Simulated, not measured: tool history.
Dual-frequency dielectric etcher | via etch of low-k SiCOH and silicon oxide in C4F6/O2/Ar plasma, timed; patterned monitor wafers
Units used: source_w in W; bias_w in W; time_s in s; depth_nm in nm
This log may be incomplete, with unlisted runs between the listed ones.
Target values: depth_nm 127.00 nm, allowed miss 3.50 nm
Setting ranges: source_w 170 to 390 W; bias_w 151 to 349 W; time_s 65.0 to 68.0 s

| run | day | source_w | bias_w | time_s | depth_nm |
|---|---|---|---|---|---|
| 1 | 0.000 | 280 | 250 | 65.0 | 154.20 |
| 2 | 0.188 | 260 | 237 | 65.0 | 143.27 |
| 3 | 0.329 | 280 | 237 | 65.0 | 147.84 |
| 4 | 0.533 | 280 | 237 | 68.0 | 155.09 |
| 5 | 0.692 | 320 | 237 | 68.0 | 166.51 |
| 6 | 0.721 | 320 | 237 | 65.0 | 156.57 |
| 7 | 1.079 | 290 | 230 | 65.0 | 149.25 |
| 8 | 1.104 | 230 | 189 | 65.0 | 118.12 |
| 9 | 1.192 | 240 | 190 | 65.0 | 120.21 |

Consider the 4 candidate settings below. Which is the only one whose results all fall within their allowed miss of target?
| A | 1.279 | 210 | 200 | 65.0 | ? |
| B | 1.279 | 240 | 188 | 65.5 | ? |
| C | 1.279 | 220 | 225 | 65.0 | ? |
| D | 1.279 | 230 | 183 | 66.5 | ? |

| move | depth_nm |
|---|---|
| A | 115.99 |
| B | 120.21 |
| C | 127.53 |
| D | 117.42 |
A: its largest miss is bigger than the last run's
B: about as far from the targets as the last run
C: every result lands within tolerance
D: its largest miss is bigger than the last run's
Go with C: it meets all targets.
